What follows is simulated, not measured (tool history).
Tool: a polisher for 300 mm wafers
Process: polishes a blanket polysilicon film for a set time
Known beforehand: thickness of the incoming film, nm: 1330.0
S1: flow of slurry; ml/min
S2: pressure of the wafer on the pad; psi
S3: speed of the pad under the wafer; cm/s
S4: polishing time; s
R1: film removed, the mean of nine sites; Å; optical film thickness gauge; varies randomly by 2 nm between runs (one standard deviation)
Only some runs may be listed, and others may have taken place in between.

Run 1, hour 0.0: S1 155 ml/min, S2 3.0 psi, S3 120 cm/s, S4 43 s. Result: R1 3657.5 Å.
Run 2, hour 6.5: S1 155 ml/min, S2 3.0 psi, S3 98 cm/s, S4 43 s. Result: R1 2970.2 Å.
Run 3, hour 14.1: S1 155 ml/min, S2 3.0 psi, S3 72 cm/s, S4 43 s. Result: R1 2183.1 Å.
Run 4, hour 17.0: S1 160 ml/min, S2 3.0 psi, S3 72 cm/s, S4 43 s. Result: R1 2221.5 Å.
Run 5, hour 20.9: S1 165 ml/min, S2 3.0 psi, S3 72 cm/s, S4 43 s. Result: R1 2233.1 Å.
Run 6, hour 23.7: S1 165 ml/min, S2 3.0 psi, S3 72 cm/s, S4 43 s. Result: R1 2231.2 Å.
At hour 30.4: slurry nozzle cleaned.
Run 7, hour 30.4: S1 205 ml/min, S2 3.3 psi, S3 72 cm/s, S4 43 s. Result: R1 2677.3 Å.

What does the tool deliver on the next run?
Run 8, hour 37.0: S1 195 ml/min, S2 3.3 psi, S3 72 cm/s, S4 43 s. Result: R1 ?.

R1: 2651.6 Å
